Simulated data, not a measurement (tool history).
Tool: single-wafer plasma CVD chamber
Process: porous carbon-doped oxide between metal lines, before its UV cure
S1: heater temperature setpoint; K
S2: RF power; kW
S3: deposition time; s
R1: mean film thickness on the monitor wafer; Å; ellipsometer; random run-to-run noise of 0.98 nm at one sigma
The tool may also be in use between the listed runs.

run 1 hour=0 | S1=588.15 S2=0.45 S3=51.4 | R1=2124.5
run 2 hour=8.6 | S1=586.15 S2=0.455 S3=51.4 | R1=2161.2
run 3 hour=13 | S1=594.15 S2=0.455 S3=51.4 | R1=2061.9
run 4 hour=19.6 | S1=591.15 S2=0.46 S3=51.4 | R1=2100.5
run 5 hour=22.7 | S1=591.15 S2=0.46 S3=51.4 | R1=2112.7
run 6 hour=25.7 | S1=591.15 S2=0.46 S3=51.4 | R1=2091.3
run 7 hour=34 | S1=591.15 S2=0.46 S3=51.4 | R1=2114

Run 8 is up next; what results do you expect?
run 8 hour=38.9 | S1=579.15 S2=0.505 S3=51.5 | R1=?

{"run 8": {"R1": 2370.7}}

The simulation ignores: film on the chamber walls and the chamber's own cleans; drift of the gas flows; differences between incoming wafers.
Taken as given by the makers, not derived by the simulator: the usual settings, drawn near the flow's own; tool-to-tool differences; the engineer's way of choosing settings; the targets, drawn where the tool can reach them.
